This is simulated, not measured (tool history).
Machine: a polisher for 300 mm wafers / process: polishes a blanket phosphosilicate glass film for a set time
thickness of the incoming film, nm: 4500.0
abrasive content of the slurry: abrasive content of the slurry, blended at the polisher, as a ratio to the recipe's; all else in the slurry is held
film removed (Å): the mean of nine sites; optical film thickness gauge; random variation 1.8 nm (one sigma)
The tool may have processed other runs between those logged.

run	day	flow of slurry (ml/min)	pressure of the wafer on the pad (kPa)	speed of the pad under the wafer (cm/s)	abrasive content of the slurry	polishing time (s)	film removed (Å)
1	0	160	26.9	80	1	64	4326.3
2	0.217	160	26.9	94	1	64	4858
3	0.483	160	26.9	94	0.8	64	4446.3
4	0.65	155	23.4	88	0.8	64	3652.8
5	0.946	130	23.4	88	0.8	64	3600.9
6	1.175	130	23.4	98	0.8	64	3845.7
7	1.367	125	20.7	92	0.8	64	3242.3
8	1.55	125	18.6	88	0.8	64	2848.7
9	1.675	125	17.2	86	0.8	64	2624.6
10	2.004	125	15.9	84	0.8	64	2389.3
11	2.183	125	15.2	82	0.8	64	2242.9

Predict the results of run 12:
12	2.262	125	14.5	82	0.8	64	?

{"run 12": {"film removed (Å)": 2120}}
